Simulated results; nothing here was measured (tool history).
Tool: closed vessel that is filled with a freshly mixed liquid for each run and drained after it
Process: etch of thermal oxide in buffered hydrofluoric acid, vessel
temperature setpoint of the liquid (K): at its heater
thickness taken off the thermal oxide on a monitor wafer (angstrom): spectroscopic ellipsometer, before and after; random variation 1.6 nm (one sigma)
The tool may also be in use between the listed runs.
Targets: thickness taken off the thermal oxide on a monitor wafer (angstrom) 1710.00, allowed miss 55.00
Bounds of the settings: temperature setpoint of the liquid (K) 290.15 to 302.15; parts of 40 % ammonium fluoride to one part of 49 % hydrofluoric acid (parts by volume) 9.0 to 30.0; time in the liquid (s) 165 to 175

run	day	temperature setpoint of the liquid (K)	parts of 40 % ammonium fluoride to one part of 49 % hydrofluoric acid (parts by volume)	time in the liquid (s)	thickness taken off the thermal oxide on a monitor wafer (angstrom)
1	0.000	294.15	24.0	165	820.91
2	0.112	296.15	21.5	165	1001.10
3	0.296	296.15	21.5	165	983.69
4	0.508	296.15	21.5	175	1054.60
# day 0.621: hydrofluoric acid flow meter replaced
5	0.621	297.65	19.5	175	1141.60
6	0.883	299.15	19.5	175	1254.10
7	1.100	300.15	17.5	175	1454.10
8	1.146	300.65	17.0	175	1540.70
9	1.208	301.15	17.0	175	1562.80

Which of these 4 next moves meets every target?
A	1.271	299.65	13.5	165	?
B	1.271	302.15	15.5	175	?
C	1.271	297.15	11.0	165	?
D	1.271	301.15	14.5	175	?

move	thickness taken off the thermal oxide on a monitor wafer (angstrom)
A	1736.80
B	1838.10
C	1853.20
D	1860.90
A: meets every target
B: takes the result that was furthest off past its target
C: takes the result that was furthest off past its target
D: takes the result that was furthest off past its target
The right move is A.
